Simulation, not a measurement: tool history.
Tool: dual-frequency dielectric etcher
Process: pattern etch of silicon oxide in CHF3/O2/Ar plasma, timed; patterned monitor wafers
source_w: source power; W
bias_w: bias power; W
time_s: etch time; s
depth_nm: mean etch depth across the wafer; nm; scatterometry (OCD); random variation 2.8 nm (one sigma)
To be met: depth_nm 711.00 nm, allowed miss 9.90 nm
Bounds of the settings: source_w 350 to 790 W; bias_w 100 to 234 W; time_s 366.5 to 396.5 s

run	hour	source_w	bias_w	time_s	depth_nm
1	0.0	570	167	396.5	833.95
2	3.0	640	167	396.5	866.12
3	7.0	560	159	395.5	801.07
4	12.6	510	158	395.5	773.10
5	13.2	510	179	395.5	824.51
6	20.3	510	179	396.5	826.46
7	27.9	400	151	393.0	690.90
8	34.5	410	151	393.0	702.77

Which of these 5 next moves meets every target?
A	41.1	360	159	389.0	?
B	41.1	430	146	379.0	?
C	41.1	420	159	373.5	?
D	41.1	450	154	381.5	?
E	41.1	450	151	377.0	?

move	depth_nm
A	678.63
B	670.33
C	684.98
D	704.18
E	688.88
A: further off than the last run
B: further off than the last run
C: further off than the last run
D: meets every target
E: further off than the last run
Move D is the one to make.
